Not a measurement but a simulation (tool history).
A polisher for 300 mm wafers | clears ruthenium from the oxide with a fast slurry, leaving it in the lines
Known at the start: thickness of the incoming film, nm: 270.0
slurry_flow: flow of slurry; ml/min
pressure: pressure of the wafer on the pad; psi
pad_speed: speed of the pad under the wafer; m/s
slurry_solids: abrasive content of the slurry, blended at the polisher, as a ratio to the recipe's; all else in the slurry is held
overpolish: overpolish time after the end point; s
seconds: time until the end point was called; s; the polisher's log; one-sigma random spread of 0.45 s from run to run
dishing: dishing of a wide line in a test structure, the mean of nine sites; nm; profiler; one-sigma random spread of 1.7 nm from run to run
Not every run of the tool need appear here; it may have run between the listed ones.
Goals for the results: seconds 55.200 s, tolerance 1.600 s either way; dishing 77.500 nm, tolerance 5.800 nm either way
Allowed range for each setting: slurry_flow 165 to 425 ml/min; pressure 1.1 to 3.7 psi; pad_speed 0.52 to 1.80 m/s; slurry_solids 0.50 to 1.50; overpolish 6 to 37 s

| run | hour | slurry_flow | pressure | pad_speed | slurry_solids | overpolish | seconds | dishing |
|---|---|---|---|---|---|---|---|---|
| 1 | 0.0 | 275 | 2.4 | 1.16 | 1.00 | 19 | 71.619 | 53.720 |
| 2 | 1.4 | 275 | 2.5 | 1.16 | 1.00 | 20 | 70.076 | 57.594 |
| 3 | 8.7 | 275 | 2.6 | 1.16 | 1.00 | 20 | 66.652 | 57.808 |
| 4 | 14.5 | 275 | 2.7 | 1.16 | 1.00 | 21 | 64.999 | 64.021 |
| 5 | 17.8 | 275 | 2.3 | 1.16 | 1.00 | 21 | 74.676 | 55.588 |
| 6 | 23.1 | 275 | 1.8 | 1.16 | 1.00 | 21 | 94.866 | 47.143 |
| 7 | 26.6 | 275 | 2.0 | 1.16 | 1.00 | 21 | 84.854 | 49.877 |
| 8 | 29.5 | 280 | 2.6 | 1.18 | 1.00 | 26 | 65.233 | 69.200 |
| 9 | 33.6 | 280 | 2.7 | 1.18 | 1.00 | 26 | 63.702 | 71.662 |
| 10 | 40.8 | 280 | 2.8 | 1.18 | 1.00 | 26 | 62.252 | 74.117 |

Below are 5 possible settings for the next run. Only one of them brings all results inside the allowed miss of their targets. Which is it?
| A | 48.0 | 315 | 2.5 | 1.40 | 1.05 | 25 | ? | ? |
| B | 48.0 | 295 | 3.2 | 1.22 | 1.00 | 24 | ? | ? |
| C | 48.0 | 305 | 2.7 | 1.50 | 0.85 | 19 | ? | ? |
| D | 48.0 | 290 | 2.8 | 1.30 | 0.90 | 21 | ? | ? |
| E | 48.0 | 340 | 2.7 | 1.44 | 1.00 | 19 | ? | ? |

| move | seconds | dishing |
|---|---|---|
| A | 55.446 | 74.241 |
| B | 51.692 | 75.607 |
| C | 53.828 | 63.110 |
| D | 58.264 | 64.033 |
| E | 51.050 | 65.462 |
A: all results in spec
B: takes the result that was furthest off past its target
C: the furthest-off result lands on target, but another misses its tolerance
D: closes in on the targets versus the last run, not all within tolerance yet
E: takes the result that was furthest off past its target
So the answer is move A, the one that meets all the targets.
